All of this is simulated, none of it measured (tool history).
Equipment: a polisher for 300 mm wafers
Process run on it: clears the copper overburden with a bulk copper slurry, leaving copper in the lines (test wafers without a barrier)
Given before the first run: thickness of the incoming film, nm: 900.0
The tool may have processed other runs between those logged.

run,hour,flow of slurry (ml/min),pressure of the wafer on the pad (kPa),speed of the pad under the wafer (cm/s),abrasive content of the slurry,overpolish time after the end point (s),time until the end point was called (s),dishing of a wide line in a test structure (Å)
1,0,215,22.8,108,1,13,81.312,671.97
2,5.1,215,26.9,108,1,13,67.86,732.48
3,7.4,215,26.9,108,0.8,13,71.698,733
4,15.8,215,26.9,108,0.8,10,71.939,639.05
5,23.6,215,29.6,108,0.8,10,64.774,627.2
6,29.9,215,30.3,112,0.8,11,62.043,704.59

Run 7, settings as shown, results not yet in. Your forecast:
7,33,215,31,116,0.8,11,?,?

Logged for run 7: time until the end point was called (s) 57.944, dishing of a wide line in a test structure (Å) 741.99.
